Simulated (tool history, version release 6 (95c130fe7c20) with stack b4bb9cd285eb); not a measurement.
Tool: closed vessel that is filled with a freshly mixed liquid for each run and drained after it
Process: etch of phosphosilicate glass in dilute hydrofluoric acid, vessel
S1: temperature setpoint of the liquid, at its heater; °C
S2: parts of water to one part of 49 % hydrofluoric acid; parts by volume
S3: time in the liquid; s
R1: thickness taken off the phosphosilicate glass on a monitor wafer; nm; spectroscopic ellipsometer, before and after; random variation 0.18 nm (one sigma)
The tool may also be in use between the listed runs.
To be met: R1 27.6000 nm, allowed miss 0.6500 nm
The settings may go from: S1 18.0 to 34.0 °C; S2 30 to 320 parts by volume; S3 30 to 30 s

run	hour	S1	S2	S3	R1
1	0.0	26.0	175	30	10.1140
2	5.0	26.0	230	30	7.1512
3	9.2	27.5	195	30	9.4155
4	11.6	27.5	160	30	11.9030
5	20.2	24.5	160	30	10.6730
6	26.7	26.5	140	30	13.2670
7	28.1	30.5	70	30	34.0290
8	31.0	30.0	70	30	33.5670

5 next moves are on the table. One of them brings every result within its allowed miss. Which?
A	33.9	30.5	85	30	?
B	33.9	30.5	90	30	?
C	33.9	29.0	85	30	?
D	33.9	32.0	95	30	?
E	33.9	27.0	80	30	?

move	R1
A	27.5180
B	25.8000
C	25.9910
D	25.6600
E	25.7330
A: meets every target
B: takes the result that was furthest off past its target
C: takes the result that was furthest off past its target
D: takes the result that was furthest off past its target
E: takes the result that was furthest off past its target
The right move is A.

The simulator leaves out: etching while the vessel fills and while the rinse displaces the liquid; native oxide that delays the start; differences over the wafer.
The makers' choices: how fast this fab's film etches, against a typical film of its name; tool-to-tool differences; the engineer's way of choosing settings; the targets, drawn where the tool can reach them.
